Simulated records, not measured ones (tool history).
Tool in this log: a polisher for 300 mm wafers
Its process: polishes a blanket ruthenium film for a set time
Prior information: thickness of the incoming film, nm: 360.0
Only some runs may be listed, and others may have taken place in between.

| run | day | flow of slurry (ml/min) | pressure of the wafer on the pad (psi) | speed of the pad under the wafer (m/s) | polishing time (s) | film removed (angstrom) |
|---|---|---|---|---|---|---|
| 1 | 0 | 285 | 1.4 | 1.02 | 27 | 228.98 |
| 2 | 0.1 | 285 | 1.4 | 1.02 | 27 | 228.76 |
| 3 | 0.2 | 285 | 1.4 | 0.8 | 27 | 181.93 |
| 4 | 0.383 | 290 | 1.6 | 0.84 | 27 | 217.57 |
| 5 | 0.679 | 290 | 1.8 | 0.86 | 27 | 247.37 |
| 6 | 0.821 | 295 | 1.9 | 0.9 | 27 | 275.45 |
| 7 | 0.888 | 295 | 2 | 0.92 | 27 | 293.99 |
| 8 | 1.096 | 295 | 2.1 | 0.94 | 27 | 317.72 |

Run 9, settings as shown, results not yet in. Your forecast:
| 9 | 1.438 | 295 | 2.1 | 0.94 | 27 | ? |

{"run 9": {"film removed (angstrom)": 312.63}}
